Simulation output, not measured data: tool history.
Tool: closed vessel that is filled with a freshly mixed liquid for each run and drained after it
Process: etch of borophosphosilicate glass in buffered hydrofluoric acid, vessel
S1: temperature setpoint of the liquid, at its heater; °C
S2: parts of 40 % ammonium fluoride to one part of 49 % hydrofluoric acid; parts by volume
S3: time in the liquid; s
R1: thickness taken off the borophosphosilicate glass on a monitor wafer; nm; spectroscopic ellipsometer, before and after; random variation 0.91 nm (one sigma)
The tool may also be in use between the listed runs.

Run 1, hour 0: S1 20 °C, S2 11 parts by volume, S3 95 s. Result: R1 239.93 nm.
Run 2, hour 8.4: S1 20 °C, S2 11 parts by volume, S3 100 s. Result: R1 252.95 nm.
Run 3, hour 9.6: S1 18 °C, S2 11 parts by volume, S3 100 s. Result: R1 227.77 nm.
Run 4, hour 13.8: S1 18 °C, S2 11 parts by volume, S3 100 s. Result: R1 226.39 nm.
Run 5, hour 19.6: S1 18 °C, S2 9.5 parts by volume, S3 100 s. Result: R1 258.28 nm.
Run 6, hour 28: S1 18 °C, S2 9.5 parts by volume, S3 100 s. Result: R1 256.26 nm.

Forecast run 7:
Run 7, hour 29.3: S1 18 °C, S2 10 parts by volume, S3 100 s. Result: R1 ?.

{"run 7": {"R1": 251.84}}
